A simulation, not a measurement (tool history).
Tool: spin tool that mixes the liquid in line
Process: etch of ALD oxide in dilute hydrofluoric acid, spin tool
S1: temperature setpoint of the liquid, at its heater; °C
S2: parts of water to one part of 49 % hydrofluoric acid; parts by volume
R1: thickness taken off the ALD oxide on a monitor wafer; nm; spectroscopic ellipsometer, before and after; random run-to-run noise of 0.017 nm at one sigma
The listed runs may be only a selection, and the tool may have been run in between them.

Run 1, day 0.000: S1 25.0 °C, S2 205 parts by volume, time under the liquid (s) 55. Result: R1 5.2368 nm.
Run 2, day 0.304: S1 23.5 °C, S2 205 parts by volume, time under the liquid (s) 55. Result: R1 5.0029 nm.
Run 3, day 0.367: S1 23.0 °C, S2 215 parts by volume, time under the liquid (s) 55. Result: R1 4.6220 nm.
Run 4, day 0.512: S1 23.0 °C, S2 180 parts by volume, time under the liquid (s) 55. Result: R1 5.6532 nm.
Run 5, day 0.588: S1 21.0 °C, S2 180 parts by volume, time under the liquid (s) 55. Result: R1 5.3169 nm.
Run 6, day 0.617: S1 20.5 °C, S2 190 parts by volume, time under the liquid (s) 55. Result: R1 4.8454 nm.
Run 7, day 0.792: S1 20.0 °C, S2 200 parts by volume, time under the liquid (s) 55. Result: R1 4.5456 nm.
Run 8, day 0.900: S1 19.5 °C, S2 210 parts by volume, time under the liquid (s) 55. Result: R1 4.1308 nm.
Run 9, day 1.092: S1 19.5 °C, S2 220 parts by volume, time under the liquid (s) 55. Result: R1 3.8826 nm.
Run 10, day 1.350: S1 19.5 °C, S2 225 parts by volume, time under the liquid (s) 55. Result: R1 3.8038 nm.
Run 11, day 1.496: S1 19.5 °C, S2 230 parts by volume, time under the liquid (s) 55. Result: R1 3.7447 nm.
Run 12, day 1.596: S1 19.5 °C, S2 230 parts by volume, time under the liquid (s) 55. Result: R1 3.7146 nm.
Run 13, day 1.654: S1 19.5 °C, S2 235 parts by volume, time under the liquid (s) 55. Result: R1 3.6172 nm.

Estimate the outcome of run 14 from the log above:
Run 14, day 1.796: S1 19.5 °C, S2 240 parts by volume, time under the liquid (s) 55. Result: R1 ?.

{"run 14": {"R1": 3.5162}}
